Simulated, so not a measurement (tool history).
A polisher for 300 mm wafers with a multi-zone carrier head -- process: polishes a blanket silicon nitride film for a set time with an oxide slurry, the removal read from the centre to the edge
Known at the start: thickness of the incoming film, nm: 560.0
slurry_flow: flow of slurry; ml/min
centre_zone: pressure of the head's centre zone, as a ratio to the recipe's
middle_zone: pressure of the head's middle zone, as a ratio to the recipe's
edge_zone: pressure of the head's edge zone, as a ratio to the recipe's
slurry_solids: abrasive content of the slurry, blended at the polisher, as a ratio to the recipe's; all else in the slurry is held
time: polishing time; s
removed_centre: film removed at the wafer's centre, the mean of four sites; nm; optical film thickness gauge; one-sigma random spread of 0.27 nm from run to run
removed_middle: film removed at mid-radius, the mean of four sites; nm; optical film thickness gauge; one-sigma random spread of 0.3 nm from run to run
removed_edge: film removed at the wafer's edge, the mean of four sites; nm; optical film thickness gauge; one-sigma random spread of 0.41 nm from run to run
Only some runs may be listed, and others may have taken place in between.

Run 1, hour 0: slurry_flow 190 ml/min, centre_zone 1, middle_zone 1, edge_zone 1, slurry_solids 1, time 31 s. Result: removed_centre 27.467 nm, removed_middle 26.247 nm, removed_edge 27.363 nm.
Run 2, hour 1.3: slurry_flow 190 ml/min, centre_zone 1, middle_zone 0.95, edge_zone 1, slurry_solids 1, time 31 s. Result: removed_centre 26.966 nm, removed_middle 25.738 nm, removed_edge 27.128 nm.
Run 3, hour 5.5: slurry_flow 200 ml/min, centre_zone 1.04, middle_zone 0.96, edge_zone 1.03, slurry_solids 1, time 31 s. Result: removed_centre 28.798 nm, removed_middle 26.036 nm, removed_edge 27.804 nm.
Run 4, hour 10.8: slurry_flow 200 ml/min, centre_zone 1.04, middle_zone 1, edge_zone 1.03, slurry_solids 1, time 31 s. Result: removed_centre 28.635 nm, removed_middle 26.289 nm, removed_edge 27.689 nm.
Run 5, hour 15.4: slurry_flow 210 ml/min, centre_zone 1.07, middle_zone 1, edge_zone 1.06, slurry_solids 1.05, time 31 s. Result: removed_centre 30.344 nm, removed_middle 27.289 nm, removed_edge 28.635 nm.
Run 6, hour 23.8: slurry_flow 215 ml/min, centre_zone 1.09, middle_zone 0.99, edge_zone 1.09, slurry_solids 1.05, time 31 s. Result: removed_centre 30.355 nm, removed_middle 27.832 nm, removed_edge 29.774 nm.

Expected results for the next run?
Run 7, hour 28.5: slurry_flow 220 ml/min, centre_zone 1.11, middle_zone 0.97, edge_zone 1.09, slurry_solids 1.05, time 31 s. Result: removed_centre ?, removed_middle ?, removed_edge ?.

Run 7 gave removed_centre 31.433 nm, removed_middle 27.147 nm, removed_edge 29.992 nm.

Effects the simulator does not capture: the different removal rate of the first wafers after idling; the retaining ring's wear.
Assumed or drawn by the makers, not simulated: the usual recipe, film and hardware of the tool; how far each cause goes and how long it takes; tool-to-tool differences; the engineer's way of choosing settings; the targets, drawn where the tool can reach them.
